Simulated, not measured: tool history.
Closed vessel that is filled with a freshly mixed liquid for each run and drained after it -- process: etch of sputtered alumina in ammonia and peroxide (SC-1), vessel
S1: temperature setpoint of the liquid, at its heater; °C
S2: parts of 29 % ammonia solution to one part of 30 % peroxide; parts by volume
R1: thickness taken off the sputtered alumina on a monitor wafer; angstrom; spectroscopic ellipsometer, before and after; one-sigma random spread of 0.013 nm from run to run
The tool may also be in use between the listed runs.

run 1 day=0 | S1=48 S2=0.9 time_in_the_liquid_(s)=35 | R1=19.715
run 2 day=0.354 | S1=48 S2=0.9 time_in_the_liquid_(s)=30 | R1=16.637
run 3 day=0.717 | S1=47.5 S2=0.9 time_in_the_liquid_(s)=30 | R1=16.452
run 4 day=1.071 | S1=47 S2=0.9 time_in_the_liquid_(s)=30 | R1=15.942
run 5 day=1.254 | S1=47 S2=0.6 time_in_the_liquid_(s)=30 | R1=15.167
run 6 day=1.475 | S1=47 S2=0.75 time_in_the_liquid_(s)=30 | R1=15.316

What will run 7 give?
run 7 day=1.567 | S1=46.5 S2=0.75 time_in_the_liquid_(s)=30 | R1=?

{"run 7": {"R1": 15.049}}

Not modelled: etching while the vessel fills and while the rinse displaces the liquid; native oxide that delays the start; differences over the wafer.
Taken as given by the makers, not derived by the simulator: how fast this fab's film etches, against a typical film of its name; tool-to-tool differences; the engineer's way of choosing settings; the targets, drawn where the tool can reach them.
